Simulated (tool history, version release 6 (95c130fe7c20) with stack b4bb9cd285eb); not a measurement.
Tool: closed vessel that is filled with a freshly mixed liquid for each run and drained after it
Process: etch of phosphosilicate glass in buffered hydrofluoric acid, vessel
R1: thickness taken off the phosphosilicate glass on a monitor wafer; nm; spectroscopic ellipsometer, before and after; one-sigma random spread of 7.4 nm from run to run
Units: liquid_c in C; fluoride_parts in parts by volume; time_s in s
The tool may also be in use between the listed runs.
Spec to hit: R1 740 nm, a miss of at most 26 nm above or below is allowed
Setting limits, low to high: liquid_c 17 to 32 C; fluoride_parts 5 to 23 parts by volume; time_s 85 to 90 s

run 1 hour=0 | liquid_c=24 fluoride_parts=14 time_s=85 | R1=448.29
run 2 hour=5.2 | liquid_c=26.5 fluoride_parts=14 time_s=85 | R1=511.92
run 3 hour=13.7 | liquid_c=27 fluoride_parts=14 time_s=85 | R1=533.7
run 4 hour=14.8 | liquid_c=27 fluoride_parts=14 time_s=85 | R1=526.5
run 5 hour=19.3 | liquid_c=27.5 fluoride_parts=14 time_s=85 | R1=538.49
run 6 hour=26.6 | liquid_c=28 fluoride_parts=14 time_s=85 | R1=556.21
run 7 hour=34.4 | liquid_c=28.5 fluoride_parts=14 time_s=85 | R1=570.19
run 8 hour=36.7 | liquid_c=29 fluoride_parts=14 time_s=85 | R1=599.93
run 9 hour=44.6 | liquid_c=29.5 fluoride_parts=14 time_s=85 | R1=598.93
run 10 hour=47.4 | liquid_c=30 fluoride_parts=14 time_s=85 | R1=616.9
run 11 hour=48.2 | liquid_c=30.5 fluoride_parts=14 time_s=85 | R1=637.33
run 12 hour=49.2 | liquid_c=31.5 fluoride_parts=13.5 time_s=85 | R1=696

Which one of the following 4 next-run settings gets every result inside its allowed miss? There is exactly one.
run A hour=50.2 | liquid_c=31 fluoride_parts=14.5 time_s=90 | R1=?
run B hour=50.2 | liquid_c=31 fluoride_parts=14 time_s=85 | R1=?
run C hour=50.2 | liquid_c=32 fluoride_parts=13 time_s=85 | R1=?
run D hour=50.2 | liquid_c=30.5 fluoride_parts=13.5 time_s=85 | R1=?

move=A R1=668.07
move=B R1=652.95
move=C R1=739.41
move=D R1=659.09
A: further off than the last run
B: further off than the last run
C: all results land within tolerance of their targets
D: further off than the last run
Move C is the one to make.
